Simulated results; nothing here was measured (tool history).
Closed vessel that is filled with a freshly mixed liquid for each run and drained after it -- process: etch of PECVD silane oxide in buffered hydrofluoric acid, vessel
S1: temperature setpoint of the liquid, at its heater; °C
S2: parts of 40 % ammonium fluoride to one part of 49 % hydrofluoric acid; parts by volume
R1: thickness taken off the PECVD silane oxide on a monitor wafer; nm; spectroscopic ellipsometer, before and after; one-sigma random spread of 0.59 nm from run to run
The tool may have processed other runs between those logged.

Run 1, hour 0: S1 25 °C, S2 13 parts by volume, time in the liquid (s) 105. Result: R1 139.96 nm.
Run 2, hour 6.1: S1 27 °C, S2 13 parts by volume, time in the liquid (s) 105. Result: R1 158.14 nm.
Run 3, hour 13.8: S1 25.5 °C, S2 13 parts by volume, time in the liquid (s) 105. Result: R1 145.49 nm.
Run 4, hour 17.8: S1 23.5 °C, S2 13 parts by volume, time in the liquid (s) 105. Result: R1 129.21 nm.
Run 5, hour 21.1: S1 23.5 °C, S2 13 parts by volume, time in the liquid (s) 115. Result: R1 141.36 nm.
Run 6, hour 21.7: S1 25 °C, S2 13 parts by volume, time in the liquid (s) 115. Result: R1 154.17 nm.
Run 7, hour 29.8: S1 23 °C, S2 13.5 parts by volume, time in the liquid (s) 115. Result: R1 132.56 nm.
Run 8, hour 31.6: S1 21.5 °C, S2 13.5 parts by volume, time in the liquid (s) 115. Result: R1 122 nm.

Forecast run 9:
Run 9, hour 32.7: S1 20.5 °C, S2 13.5 parts by volume, time in the liquid (s) 115. Result: R1 ?.

R1: 116.43 nm
